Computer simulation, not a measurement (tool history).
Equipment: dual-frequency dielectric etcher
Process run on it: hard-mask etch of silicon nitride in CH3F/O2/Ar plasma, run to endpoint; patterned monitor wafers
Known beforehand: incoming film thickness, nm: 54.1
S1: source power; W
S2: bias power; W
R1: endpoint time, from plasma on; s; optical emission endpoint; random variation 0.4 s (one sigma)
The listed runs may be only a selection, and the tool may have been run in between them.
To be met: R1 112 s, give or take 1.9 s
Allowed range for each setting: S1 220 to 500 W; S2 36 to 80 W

run  hour   S1  S2      R1
  1     0  360  58  88.153
  2   1.2  360  52  91.977
  3   4.9  330  50  98.763
  4  12.2  310  50   101.7
  5  15.1  290  50  106.11
  6  19.9  330  50  98.378
  7  28.8  310  50  101.91
  8  35.1  300  50  103.73
  9    36  290  50  105.41
 10  44.1  280  50  108.05

Exercise: of the 4 proposed moves below, exactly one satisfies all targets within the stated allowed misses. Which move is it?
  A  52.2  300  41   ?
  B  52.2  310  50   ?
  C  52.2  320  43   ?
  D  52.2  350  39   ?

move      R1
   A  111.51
   B  101.61
   C  105.52
   D  103.89
A: every result within its allowed miss
B: further off than the last run
C: further off than the last run
D: further off than the last run
Go with A: it meets all targets.
